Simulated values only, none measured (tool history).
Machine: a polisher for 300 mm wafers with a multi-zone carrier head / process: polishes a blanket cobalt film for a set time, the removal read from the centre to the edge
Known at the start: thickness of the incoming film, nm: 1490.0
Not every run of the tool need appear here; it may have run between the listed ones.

run,hour,flow of slurry (ml/min),pressure of the head's centre zone,pressure of the head's middle zone,pressure of the head's edge zone,polishing time (s),film removed at the wafer's centre (angstrom),film removed at mid-radius (angstrom),film removed at the wafer's edge (angstrom)
1,0,280,1,1,1,48,2384.4,2423.4,2488.1
2,2.2,290,1.01,1.04,1.01,52,2605.3,2779.5,2748.9
3,8.8,300,1.03,1.07,1.03,55,2859.2,3036,2945.7
4,16.2,300,1.06,1.07,1.03,55,2932.1,3014.1,2962.8
# hour 18.4: centre zone pressure recalibrated
5,18.4,310,1.06,1.1,1.04,57,3242.2,3173.9,3035.1
6,26.4,305,1.03,1.11,1.04,59,3216.7,3375,3134.3
7,33.1,300,1.01,1.12,1.05,61,3334.7,3524.1,3241.1

Run 8 has not been measured yet. What should we expect?
8,36.3,300,0.98,1.13,1.06,63,?,?,?

{"run 8": {"film removed at the wafer's centre (angstrom)": 3302.4, "film removed at mid-radius (angstrom)": 3609.5, "film removed at the wafer's edge (angstrom)": 3394.2}}

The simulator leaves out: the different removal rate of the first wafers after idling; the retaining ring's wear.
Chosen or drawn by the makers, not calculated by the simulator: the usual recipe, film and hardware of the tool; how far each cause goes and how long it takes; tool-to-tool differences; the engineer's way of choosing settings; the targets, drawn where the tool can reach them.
